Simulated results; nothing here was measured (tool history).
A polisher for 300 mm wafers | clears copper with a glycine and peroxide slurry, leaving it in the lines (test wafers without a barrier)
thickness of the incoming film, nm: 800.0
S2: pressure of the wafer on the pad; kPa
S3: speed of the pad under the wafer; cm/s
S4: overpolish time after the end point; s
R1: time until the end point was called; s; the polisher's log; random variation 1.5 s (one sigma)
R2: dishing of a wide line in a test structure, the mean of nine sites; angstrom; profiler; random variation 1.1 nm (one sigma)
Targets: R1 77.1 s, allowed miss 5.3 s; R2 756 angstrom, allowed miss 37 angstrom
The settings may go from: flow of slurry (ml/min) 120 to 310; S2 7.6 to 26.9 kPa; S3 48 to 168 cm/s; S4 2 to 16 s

Run 1, day 0: flow of slurry (ml/min) 200, S2 17.2 kPa, S3 108 cm/s, S4 8 s. Result: R1 131.85 s, R2 349.7 angstrom.
Run 2, day 0.362: flow of slurry (ml/min) 230, S2 17.2 kPa, S3 108 cm/s, S4 8 s. Result: R1 132.43 s, R2 350.24 angstrom.
Run 3, day 0.446: flow of slurry (ml/min) 230, S2 17.2 kPa, S3 108 cm/s, S4 6 s. Result: R1 128.78 s, R2 266.77 angstrom.
Run 4, day 0.629: flow of slurry (ml/min) 230, S2 17.2 kPa, S3 122 cm/s, S4 6 s. Result: R1 121.58 s, R2 296.99 angstrom.
Run 5, day 0.758: flow of slurry (ml/min) 230, S2 17.2 kPa, S3 106 cm/s, S4 6 s. Result: R1 132.92 s, R2 271.28 angstrom.
Run 6, day 1.008: flow of slurry (ml/min) 230, S2 17.2 kPa, S3 80 cm/s, S4 6 s. Result: R1 169.82 s, R2 225.5 angstrom.
Run 7, day 1.354: flow of slurry (ml/min) 230, S2 17.9 kPa, S3 90 cm/s, S4 7 s. Result: R1 148.97 s, R2 291.56 angstrom.
Run 8, day 1.562: flow of slurry (ml/min) 230, S2 19.3 kPa, S3 96 cm/s, S4 7 s. Result: R1 137.66 s, R2 317.71 angstrom.
Run 9, day 1.871: flow of slurry (ml/min) 230, S2 20 kPa, S3 102 cm/s, S4 7 s. Result: R1 123.73 s, R2 346 angstrom.
Run 10, day 2.05: flow of slurry (ml/min) 230, S2 20.7 kPa, S3 106 cm/s, S4 7 s. Result: R1 117.23 s, R2 360.49 angstrom.

5 next moves are on the table. One of them brings every result within its allowed miss. Which?
Run A, day 2.229: flow of slurry (ml/min) 230, S2 26.9 kPa, S3 164 cm/s, S4 8 s. Result: R1 ?, R2 ?.
Run B, day 2.229: flow of slurry (ml/min) 210, S2 26.9 kPa, S3 150 cm/s, S4 9 s. Result: R1 ?, R2 ?.
Run C, day 2.229: flow of slurry (ml/min) 215, S2 24.1 kPa, S3 130 cm/s, S4 14 s. Result: R1 ?, R2 ?.
Run D, day 2.229: flow of slurry (ml/min) 230, S2 23.4 kPa, S3 122 cm/s, S4 8 s. Result: R1 ?, R2 ?.
Run E, day 2.229: flow of slurry (ml/min) 210, S2 23.4 kPa, S3 154 cm/s, S4 11 s. Result: R1 ?, R2 ?.

move      R1      R2
   A  64.277  685.28
   B  70.507  700.59
   C  87.462  837.62
   D  93.904  495.46
   E  77.296  759.61
A: nearer than the last run, and not there yet
B: nearer than the last run, and not there yet
C: takes the result that was furthest off past its target
D: nearer than the last run, and not there yet
E: meets every target
Move E is the one to make.

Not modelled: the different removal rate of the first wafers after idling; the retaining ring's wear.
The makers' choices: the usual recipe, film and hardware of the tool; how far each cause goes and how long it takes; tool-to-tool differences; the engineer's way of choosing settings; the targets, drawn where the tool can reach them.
